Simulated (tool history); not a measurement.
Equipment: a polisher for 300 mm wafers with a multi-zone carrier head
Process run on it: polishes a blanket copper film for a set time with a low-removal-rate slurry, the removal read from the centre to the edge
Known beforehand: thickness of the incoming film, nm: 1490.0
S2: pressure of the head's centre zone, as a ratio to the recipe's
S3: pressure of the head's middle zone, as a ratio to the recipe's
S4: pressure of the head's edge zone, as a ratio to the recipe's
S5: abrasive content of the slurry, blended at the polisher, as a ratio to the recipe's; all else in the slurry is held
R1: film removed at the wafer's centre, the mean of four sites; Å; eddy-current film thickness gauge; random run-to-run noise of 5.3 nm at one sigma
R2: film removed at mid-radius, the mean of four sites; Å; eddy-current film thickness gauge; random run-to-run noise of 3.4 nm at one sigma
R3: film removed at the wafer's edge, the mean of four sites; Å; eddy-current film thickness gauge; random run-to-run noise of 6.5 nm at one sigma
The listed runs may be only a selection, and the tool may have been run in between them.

run 1 hour=0.0 | flow_of_slurry_(ml/min)=245 S2=1.00 S3=1.00 S4=1.00 S5=1.00 polishing_time_(s)=84 | R1=3785.3 R2=3687.5 R3=3654.3
run 2 hour=6.9 | flow_of_slurry_(ml/min)=245 S2=1.00 S3=1.05 S4=1.00 S5=1.00 polishing_time_(s)=84 | R1=3838.1 R2=3796.0 R3=3667.5
run 3 hour=11.3 | flow_of_slurry_(ml/min)=245 S2=0.98 S3=1.04 S4=1.03 S5=1.05 polishing_time_(s)=85 | R1=3786.1 R2=3797.8 R3=3771.8
run 4 hour=13.5 | flow_of_slurry_(ml/min)=245 S2=0.98 S3=1.04 S4=1.03 S5=1.05 polishing_time_(s)=65 | R1=2832.2 R2=2958.0 R3=2970.6
run 5 hour=15.4 | flow_of_slurry_(ml/min)=245 S2=0.98 S3=0.97 S4=1.03 S5=1.05 polishing_time_(s)=65 | R1=2933.0 R2=2788.2 R3=3054.3
run 6 hour=16.8 | flow_of_slurry_(ml/min)=245 S2=0.96 S3=0.98 S4=1.05 S5=1.10 polishing_time_(s)=69 | R1=3054.3 R2=3002.0 R3=3230.9
run 7 hour=23.8 | flow_of_slurry_(ml/min)=245 S2=0.94 S3=0.98 S4=1.07 S5=1.15 polishing_time_(s)=72 | R1=3192.2 R2=3119.3 R3=3387.2
run 8 hour=28.1 | flow_of_slurry_(ml/min)=245 S2=0.94 S3=0.98 S4=1.07 S5=1.15 polishing_time_(s)=72 | R1=3225.6 R2=3161.5 R3=3394.8
run 9 hour=31.3 | flow_of_slurry_(ml/min)=240 S2=0.92 S3=0.98 S4=1.09 S5=1.15 polishing_time_(s)=75 | R1=3335.0 R2=3260.6 R3=3551.6

What does the tool deliver on the next run?
run 10 hour=37.9 | flow_of_slurry_(ml/min)=240 S2=0.92 S3=0.98 S4=1.09 S5=1.15 polishing_time_(s)=75 | R1=? R2=? R3=?

{"run 10": {"R1": 3232.9, "R2": 3268.7, "R3": 3663.8}}

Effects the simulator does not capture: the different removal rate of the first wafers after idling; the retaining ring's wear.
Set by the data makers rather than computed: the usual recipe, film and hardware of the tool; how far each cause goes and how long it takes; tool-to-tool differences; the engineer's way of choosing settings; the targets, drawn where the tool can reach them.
